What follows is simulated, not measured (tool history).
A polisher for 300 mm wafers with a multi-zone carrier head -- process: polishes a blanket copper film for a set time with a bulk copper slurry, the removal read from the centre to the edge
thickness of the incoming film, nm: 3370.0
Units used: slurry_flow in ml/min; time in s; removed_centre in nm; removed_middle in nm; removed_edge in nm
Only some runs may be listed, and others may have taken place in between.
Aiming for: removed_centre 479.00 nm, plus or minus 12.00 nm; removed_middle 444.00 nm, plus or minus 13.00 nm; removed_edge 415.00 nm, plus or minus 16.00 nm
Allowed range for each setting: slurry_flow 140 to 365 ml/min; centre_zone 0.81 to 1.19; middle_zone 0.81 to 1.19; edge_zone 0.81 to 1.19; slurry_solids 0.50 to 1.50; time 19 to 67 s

Run 1, hour 0.0: slurry_flow 235 ml/min, centre_zone 1.00, middle_zone 1.00, edge_zone 1.00, slurry_solids 1.00, time 43 s. Result: removed_centre 333.80 nm, removed_middle 326.67 nm, removed_edge 334.88 nm.
Run 2, hour 1.0: slurry_flow 255 ml/min, centre_zone 1.05, middle_zone 1.05, edge_zone 1.04, slurry_solids 1.15, time 43 s. Result: removed_centre 364.82 nm, removed_middle 354.55 nm, removed_edge 352.92 nm.
Run 3, hour 8.0: slurry_flow 255 ml/min, centre_zone 1.10, middle_zone 1.05, edge_zone 1.04, slurry_solids 1.15, time 43 s. Result: removed_centre 382.22 nm, removed_middle 348.92 nm, removed_edge 345.92 nm.
Run 4, hour 14.6: slurry_flow 255 ml/min, centre_zone 1.10, middle_zone 0.99, edge_zone 1.04, slurry_solids 1.15, time 43 s. Result: removed_centre 382.10 nm, removed_middle 340.40 nm, removed_edge 352.59 nm.
Run 5, hour 21.7: slurry_flow 255 ml/min, centre_zone 1.10, middle_zone 0.92, edge_zone 1.04, slurry_solids 1.15, time 43 s. Result: removed_centre 381.69 nm, removed_middle 315.96 nm, removed_edge 345.05 nm.
Run 6, hour 30.2: slurry_flow 270 ml/min, centre_zone 1.12, middle_zone 0.99, edge_zone 1.06, slurry_solids 1.25, time 44 s. Result: removed_centre 402.18 nm, removed_middle 359.15 nm, removed_edge 375.42 nm.
Run 7, hour 32.1: slurry_flow 275 ml/min, centre_zone 1.14, middle_zone 1.02, edge_zone 1.04, slurry_solids 1.30, time 45 s. Result: removed_centre 428.63 nm, removed_middle 373.71 nm, removed_edge 376.95 nm.
Run 8, hour 34.8: slurry_flow 285 ml/min, centre_zone 1.15, middle_zone 1.06, edge_zone 1.05, slurry_solids 1.35, time 45 s. Result: removed_centre 431.30 nm, removed_middle 389.96 nm, removed_edge 378.36 nm.
Run 9, hour 42.5: slurry_flow 290 ml/min, centre_zone 1.16, middle_zone 1.08, edge_zone 1.06, slurry_solids 1.40, time 46 s. Result: removed_centre 455.36 nm, removed_middle 406.70 nm, removed_edge 396.83 nm.
Run 10, hour 49.1: slurry_flow 290 ml/min, centre_zone 1.16, middle_zone 1.08, edge_zone 1.06, slurry_solids 1.40, time 46 s. Result: removed_centre 457.50 nm, removed_middle 411.65 nm, removed_edge 403.06 nm.
Run 11, hour 50.9: slurry_flow 300 ml/min, centre_zone 1.17, middle_zone 1.10, edge_zone 1.06, slurry_solids 1.40, time 46 s. Result: removed_centre 465.57 nm, removed_middle 423.21 nm, removed_edge 405.01 nm.

Which single option among these 5 for the next run brings every result within its allowed miss of target? Just one does.
Run A, hour 52.7: slurry_flow 290 ml/min, centre_zone 1.19, middle_zone 1.19, edge_zone 0.94, slurry_solids 1.50, time 47 s. Result: removed_centre ?, removed_middle ?, removed_edge ?.
Run B, hour 52.7: slurry_flow 220 ml/min, centre_zone 1.19, middle_zone 1.16, edge_zone 0.96, slurry_solids 1.35, time 49 s. Result: removed_centre ?, removed_middle ?, removed_edge ?.
Run C, hour 52.7: slurry_flow 320 ml/min, centre_zone 1.15, middle_zone 1.12, edge_zone 1.07, slurry_solids 1.15, time 50 s. Result: removed_centre ?, removed_middle ?, removed_edge ?.
Run D, hour 52.7: slurry_flow 285 ml/min, centre_zone 1.19, middle_zone 1.07, edge_zone 1.10, slurry_solids 1.40, time 47 s. Result: removed_centre ?, removed_middle ?, removed_edge ?.
Run E, hour 52.7: slurry_flow 340 ml/min, centre_zone 1.16, middle_zone 1.19, edge_zone 1.06, slurry_solids 1.10, time 50 s. Result: removed_centre ?, removed_middle ?, removed_edge ?.

move  removed_centre  removed_middle  removed_edge
   A          480.48          463.63        390.71
   B          473.83          448.88        393.69
   C          473.40          448.50        423.47
   D          472.59          416.54        416.14
   E          476.56          471.08        419.28
A: the result that was furthest off in the last run now lies on the other side of its target
B: brings the result that was furthest off to its target, and leaves another outside
C: every result within its allowed miss
D: lands further from the targets than the last run did
E: the result that was furthest off in the last run now lies on the other side of its target
Correct choice: C, which meets every target
